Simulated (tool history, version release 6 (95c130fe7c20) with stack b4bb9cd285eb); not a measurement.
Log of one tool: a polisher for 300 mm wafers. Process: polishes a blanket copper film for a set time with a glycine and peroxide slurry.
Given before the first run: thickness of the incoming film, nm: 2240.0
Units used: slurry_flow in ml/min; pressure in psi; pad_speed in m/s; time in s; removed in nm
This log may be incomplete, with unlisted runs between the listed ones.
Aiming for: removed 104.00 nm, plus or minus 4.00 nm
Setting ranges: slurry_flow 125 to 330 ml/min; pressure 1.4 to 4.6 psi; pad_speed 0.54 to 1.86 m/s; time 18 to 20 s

{"run": 1, "hour": 0.0, "slurry_flow": 210, "pressure": 3.0, "pad_speed": 1.18, "time": 20, "removed": 152.27}
{"run": 2, "hour": 8.4, "slurry_flow": 210, "pressure": 3.0, "pad_speed": 1.38, "time": 20, "removed": 174.19}
{"run": 3, "hour": 13.9, "slurry_flow": 210, "pressure": 2.6, "pad_speed": 1.36, "time": 20, "removed": 147.75}
{"run": 4, "hour": 16.7, "slurry_flow": 210, "pressure": 2.4, "pad_speed": 1.36, "time": 20, "removed": 141.48}
{"run": 5, "hour": 19.3, "slurry_flow": 180, "pressure": 2.4, "pad_speed": 1.36, "time": 20, "removed": 138.42}
{"run": 6, "hour": 20.5, "slurry_flow": 180, "pressure": 2.2, "pad_speed": 1.36, "time": 20, "removed": 126.88}
{"run": 7, "hour": 23.2, "slurry_flow": 175, "pressure": 2.1, "pad_speed": 1.36, "time": 20, "removed": 123.65}
{"run": 8, "hour": 24.0, "slurry_flow": 175, "pressure": 2.0, "pad_speed": 1.36, "time": 20, "removed": 116.94}
{"run": 9, "hour": 31.6, "slurry_flow": 175, "pressure": 1.9, "pad_speed": 1.36, "time": 20, "removed": 113.52}

Consider the 4 candidate settings below. Which is the only one whose results all fall within their allowed miss of target?
{"run": "A", "hour": 39.2, "slurry_flow": 170, "pressure": 2.1, "pad_speed": 1.5, "time": 18, "removed": "?"}
{"run": "B", "hour": 39.2, "slurry_flow": 135, "pressure": 2.2, "pad_speed": 1.44, "time": 18, "removed": "?"}
{"run": "C", "hour": 39.2, "slurry_flow": 165, "pressure": 1.6, "pad_speed": 1.48, "time": 20, "removed": "?"}
{"run": "D", "hour": 39.2, "slurry_flow": 190, "pressure": 2.3, "pad_speed": 1.12, "time": 20, "removed": "?"}

move=A removed=119.11
move=B removed=116.17
move=C removed=104.31
move=D removed=113.52
A: further off than the last run
B: further off than the last run
C: every result lands within tolerance
D: just as far off the targets as the last run
Correct choice: C, which meets every target

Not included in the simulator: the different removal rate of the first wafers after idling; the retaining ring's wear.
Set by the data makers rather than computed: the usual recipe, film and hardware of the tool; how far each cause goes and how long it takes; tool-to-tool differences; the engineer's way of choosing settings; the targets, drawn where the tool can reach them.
